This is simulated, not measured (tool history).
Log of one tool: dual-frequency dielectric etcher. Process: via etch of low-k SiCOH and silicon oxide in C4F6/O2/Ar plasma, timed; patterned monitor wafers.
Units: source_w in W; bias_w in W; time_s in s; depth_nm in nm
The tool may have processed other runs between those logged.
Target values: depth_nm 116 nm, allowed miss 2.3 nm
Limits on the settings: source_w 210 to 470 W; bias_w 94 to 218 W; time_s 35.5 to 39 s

run 1 day=0 | source_w=340 bias_w=156 time_s=39 | depth_nm=105.56
run 2 day=0.367 | source_w=350 bias_w=157 time_s=39 | depth_nm=107.48
run 3 day=0.442 | source_w=360 bias_w=158 time_s=39 | depth_nm=109.85
run 4 day=0.729 | source_w=360 bias_w=158 time_s=39 | depth_nm=109.72
run 5 day=0.788 | source_w=370 bias_w=158 time_s=39 | depth_nm=112.62
run 6 day=0.971 | source_w=370 bias_w=158 time_s=35.5 | depth_nm=101.31
run 7 day=1.217 | source_w=380 bias_w=161 time_s=35.5 | depth_nm=104
run 8 day=1.479 | source_w=390 bias_w=163 time_s=35.5 | depth_nm=106.29
run 9 day=1.729 | source_w=400 bias_w=164 time_s=35.5 | depth_nm=107.34
run 10 day=1.908 | source_w=410 bias_w=165 time_s=35.5 | depth_nm=109.23

Which of these 5 next moves meets every target?
run A day=2.088 | source_w=410 bias_w=159 time_s=38.5 | depth_nm=?
run B day=2.088 | source_w=380 bias_w=168 time_s=36 | depth_nm=?
run C day=2.088 | source_w=400 bias_w=161 time_s=37.5 | depth_nm=?
run D day=2.088 | source_w=370 bias_w=159 time_s=36 | depth_nm=?
run E day=2.088 | source_w=380 bias_w=157 time_s=38.5 | depth_nm=?

move=A depth_nm=116.83
move=B depth_nm=106.28
move=C depth_nm=112.63
move=D depth_nm=103.05
move=E depth_nm=111.52
A: hits every target within its allowed miss
B: its largest miss is bigger than the last run's
C: moves toward the targets from the last run without getting all of them in spec
D: its largest miss is bigger than the last run's
E: moves toward the targets from the last run without getting all of them in spec
The right move is A.
